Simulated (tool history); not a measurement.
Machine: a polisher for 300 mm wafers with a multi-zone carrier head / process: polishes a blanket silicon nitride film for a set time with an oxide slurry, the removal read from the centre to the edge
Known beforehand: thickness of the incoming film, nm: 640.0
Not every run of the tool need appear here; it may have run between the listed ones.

run,day,flow of slurry (ml/min),pressure of the head's centre zone,pressure of the head's middle zone,pressure of the head's edge zone,abrasive content of the slurry,polishing time (s),film removed at the wafer's centre (angstrom),film removed at mid-radius (angstrom),film removed at the wafer's edge (angstrom)
1,0.000,200,1.00,1.00,1.00,1.00,51,214.05,218.66,216.08
2,0.188,200,1.08,1.00,1.00,1.00,51,232.78,218.59,218.26
3,0.238,200,1.08,1.00,1.00,1.15,51,242.41,235.32,226.80
4,0.333,200,1.16,1.00,1.00,1.15,51,262.67,230.72,230.41
5,0.633,210,1.16,1.01,1.04,1.20,51,267.73,237.47,230.47
6,0.688,210,1.09,1.01,1.04,1.20,51,253.76,239.38,235.11

Run 7 has not been measured yet. What should we expect?
7,0.812,205,1.09,1.00,1.05,1.25,52,?,?,?

{"run 7": {"film removed at the wafer's centre (angstrom)": 265.19, "film removed at mid-radius (angstrom)": 244.24, "film removed at the wafer's edge (angstrom)": 240.25}}

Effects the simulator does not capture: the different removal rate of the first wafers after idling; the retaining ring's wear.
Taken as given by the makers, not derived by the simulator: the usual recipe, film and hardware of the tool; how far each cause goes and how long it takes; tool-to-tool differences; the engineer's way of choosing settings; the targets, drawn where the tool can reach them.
